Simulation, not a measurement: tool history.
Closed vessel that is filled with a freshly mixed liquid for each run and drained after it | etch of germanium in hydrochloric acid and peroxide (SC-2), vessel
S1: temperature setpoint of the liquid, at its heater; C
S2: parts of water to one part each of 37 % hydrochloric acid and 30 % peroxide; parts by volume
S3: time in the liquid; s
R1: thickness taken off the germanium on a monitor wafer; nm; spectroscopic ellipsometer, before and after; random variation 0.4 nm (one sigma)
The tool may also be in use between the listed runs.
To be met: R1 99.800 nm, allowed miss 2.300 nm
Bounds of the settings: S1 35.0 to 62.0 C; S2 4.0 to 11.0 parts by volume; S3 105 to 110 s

{"run": 1, "hour": 0.0, "S1": 46.0, "S2": 6.0, "S3": 105, "R1": 128.39}
{"run": 2, "hour": 4.4, "S1": 43.5, "S2": 6.0, "S3": 105, "R1": 118.28}
{"run": 3, "hour": 6.9, "S1": 40.5, "S2": 6.0, "S3": 105, "R1": 106.04}
{"run": 4, "hour": 8.5, "S1": 40.5, "S2": 7.5, "S3": 105, "R1": 105.4}
{"run": 5, "hour": 13.9, "S1": 40.0, "S2": 7.5, "S3": 105, "R1": 103.11}
{"run": 6, "hour": 20.8, "S1": 35.0, "S2": 7.5, "S3": 105, "R1": 86.941}
{"run": 7, "hour": 25.2, "S1": 36.5, "S2": 7.5, "S3": 105, "R1": 91.227}
{"run": 8, "hour": 30.3, "S1": 37.5, "S2": 7.5, "S3": 105, "R1": 95.828}
{"run": 9, "hour": 32.6, "S1": 38.0, "S2": 7.5, "S3": 105, "R1": 96.511}
{"run": 10, "hour": 41.0, "S1": 38.0, "S2": 7.5, "S3": 105, "R1": 96.943}

Which of these 5 next moves meets every target?
{"run": "A", "hour": 49.4, "S1": 36.5, "S2": 7.5, "S3": 110, "R1": "?"}
{"run": "B", "hour": 49.4, "S1": 37.0, "S2": 7.5, "S3": 105, "R1": "?"}
{"run": "C", "hour": 49.4, "S1": 36.0, "S2": 8.0, "S3": 110, "R1": "?"}
{"run": "D", "hour": 49.4, "S1": 39.0, "S2": 8.5, "S3": 105, "R1": "?"}
{"run": "E", "hour": 49.4, "S1": 38.0, "S2": 8.5, "S3": 105, "R1": "?"}

move=A R1=96.215
move=B R1=93.455
move=C R1=94.248
move=D R1=99.448
move=E R1=96.096
A: further off than the last run
B: further off than the last run
C: further off than the last run
D: meets every target
E: further off than the last run
The right move is D.

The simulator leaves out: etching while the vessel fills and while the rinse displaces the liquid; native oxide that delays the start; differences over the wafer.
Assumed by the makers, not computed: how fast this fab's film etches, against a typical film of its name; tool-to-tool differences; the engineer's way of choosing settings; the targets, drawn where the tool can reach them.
